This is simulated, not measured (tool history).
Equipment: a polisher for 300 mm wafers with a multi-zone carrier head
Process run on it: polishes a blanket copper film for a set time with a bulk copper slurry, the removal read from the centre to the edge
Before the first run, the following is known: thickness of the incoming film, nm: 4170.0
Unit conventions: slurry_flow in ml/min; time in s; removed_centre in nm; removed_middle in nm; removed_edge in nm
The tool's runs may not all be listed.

run 1 hour=0 | slurry_flow=175 centre_zone=1 middle_zone=1 edge_zone=1 slurry_solids=1 time=46 | removed_centre=401.28 removed_middle=398.32 removed_edge=388.91
run 2 hour=3.3 | slurry_flow=175 centre_zone=1 middle_zone=1 edge_zone=1.07 slurry_solids=1 time=46 | removed_centre=407.94 removed_middle=395.52 removed_edge=411.79
run 3 hour=9.8 | slurry_flow=175 centre_zone=1 middle_zone=0.97 edge_zone=1.07 slurry_solids=1 time=46 | removed_centre=404.47 removed_middle=391.57 removed_edge=402
run 4 hour=10.9 | slurry_flow=175 centre_zone=1 middle_zone=0.97 edge_zone=0.99 slurry_solids=1 time=46 | removed_centre=402.16 removed_middle=385.39 removed_edge=385.97
run 5 hour=12.7 | slurry_flow=175 centre_zone=1 middle_zone=0.97 edge_zone=0.99 slurry_solids=1 time=53 | removed_centre=459.3 removed_middle=439.4 removed_edge=441.64
run 6 hour=18.5 | slurry_flow=175 centre_zone=1 middle_zone=0.97 edge_zone=0.99 slurry_solids=1 time=57 | removed_centre=496.23 removed_middle=481.1 removed_edge=491.59

Run 7, settings as shown, results not yet in. Your forecast:
run 7 hour=22.3 | slurry_flow=170 centre_zone=1 middle_zone=0.97 edge_zone=1 slurry_solids=1 time=57 | removed_centre=? removed_middle=? removed_edge=?

{"run 7": {"removed_centre": 490.33, "removed_middle": 473, "removed_edge": 494.92}}

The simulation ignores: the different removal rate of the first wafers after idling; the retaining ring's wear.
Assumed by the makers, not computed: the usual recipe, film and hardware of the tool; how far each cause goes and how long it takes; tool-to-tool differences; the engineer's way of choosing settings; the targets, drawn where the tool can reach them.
